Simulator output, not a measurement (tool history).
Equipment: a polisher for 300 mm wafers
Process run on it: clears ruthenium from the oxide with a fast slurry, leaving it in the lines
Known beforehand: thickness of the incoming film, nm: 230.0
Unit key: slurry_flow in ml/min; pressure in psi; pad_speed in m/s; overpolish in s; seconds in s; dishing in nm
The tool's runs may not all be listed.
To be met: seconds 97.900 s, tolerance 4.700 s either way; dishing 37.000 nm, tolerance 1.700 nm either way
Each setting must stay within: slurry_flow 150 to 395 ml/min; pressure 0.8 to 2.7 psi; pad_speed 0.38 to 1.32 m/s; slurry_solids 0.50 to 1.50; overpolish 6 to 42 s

Run 1, hour 0.0: slurry_flow 250 ml/min, pressure 1.7 psi, pad_speed 0.84 m/s, slurry_solids 1.00, overpolish 21 s. Result: seconds 131.460 s, dishing 24.749 nm.
Run 2, hour 3.6: slurry_flow 250 ml/min, pressure 1.7 psi, pad_speed 0.84 m/s, slurry_solids 1.00, overpolish 13 s. Result: seconds 132.340 s, dishing 17.587 nm.
Run 3, hour 12.5: slurry_flow 250 ml/min, pressure 1.8 psi, pad_speed 0.84 m/s, slurry_solids 1.00, overpolish 17 s. Result: seconds 122.020 s, dishing 22.275 nm.
Run 4, hour 15.8: slurry_flow 250 ml/min, pressure 1.6 psi, pad_speed 0.84 m/s, slurry_solids 1.00, overpolish 17 s. Result: seconds 139.380 s, dishing 20.180 nm.
Run 5, hour 24.5: slurry_flow 295 ml/min, pressure 1.6 psi, pad_speed 0.84 m/s, slurry_solids 1.00, overpolish 17 s. Result: seconds 135.410 s, dishing 20.824 nm.
Run 6, hour 28.0: slurry_flow 290 ml/min, pressure 1.8 psi, pad_speed 0.84 m/s, slurry_solids 1.00, overpolish 20 s. Result: seconds 124.410 s, dishing 25.362 nm.
Run 7, hour 36.3: slurry_flow 290 ml/min, pressure 1.9 psi, pad_speed 0.84 m/s, slurry_solids 1.00, overpolish 21 s. Result: seconds 115.050 s, dishing 26.937 nm.
Run 8, hour 44.8: slurry_flow 290 ml/min, pressure 2.1 psi, pad_speed 0.88 m/s, slurry_solids 1.00, overpolish 30 s. Result: seconds 101.020 s, dishing 35.202 nm.

Exercise: of the 4 proposed moves below, exactly one satisfies all targets within the stated allowed misses. Which move is it?
Run A, hour 53.3: slurry_flow 295 ml/min, pressure 2.3 psi, pad_speed 0.96 m/s, slurry_solids 0.95, overpolish 31 s. Result: seconds ?, dishing ?.
Run B, hour 53.3: slurry_flow 260 ml/min, pressure 2.2 psi, pad_speed 0.92 m/s, slurry_solids 0.95, overpolish 26 s. Result: seconds ?, dishing ?.
Run C, hour 53.3: slurry_flow 295 ml/min, pressure 2.0 psi, pad_speed 0.88 m/s, slurry_solids 1.40, overpolish 40 s. Result: seconds ?, dishing ?.
Run D, hour 53.3: slurry_flow 280 ml/min, pressure 1.9 psi, pad_speed 0.90 m/s, slurry_solids 1.20, overpolish 32 s. Result: seconds ?, dishing ?.

move  seconds  dishing
   A   91.135   38.206
   B   99.723   33.827
   C   89.950   41.961
   D  100.540   37.158
A: corrects the largest miss of the last run, while another result sits out of spec
B: its largest miss is bigger than the last run's
C: moves the result that the last run missed by most past its target, out the other side
D: every result lands within tolerance
Correct choice: D, which meets every target

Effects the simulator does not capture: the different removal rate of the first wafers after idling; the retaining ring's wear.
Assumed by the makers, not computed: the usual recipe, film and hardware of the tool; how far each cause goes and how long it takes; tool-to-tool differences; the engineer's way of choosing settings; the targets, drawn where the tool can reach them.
